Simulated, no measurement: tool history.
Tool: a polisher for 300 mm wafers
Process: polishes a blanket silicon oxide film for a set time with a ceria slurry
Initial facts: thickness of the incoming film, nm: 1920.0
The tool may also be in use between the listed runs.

run	day	flow of slurry (ml/min)	pressure of the wafer on the pad (kPa)	speed of the pad under the wafer (m/s)	polishing time (s)	film removed (Å)
1	0.000	135	16.5	1.22	27	1324.7
2	0.271	135	17.9	1.22	27	1440.9
3	0.475	165	17.9	1.22	27	1505.1
4	0.600	170	19.3	1.22	27	1618.0
5	0.808	175	20.7	1.22	27	1739.9
6	0.992	180	21.4	1.22	27	1788.0
7	1.250	185	22.1	1.22	27	1854.7

What does the tool deliver on the next run?
8	1.492	185	22.8	1.22	27	?

{"run 8": {"film removed (Å)": 1930.4}}
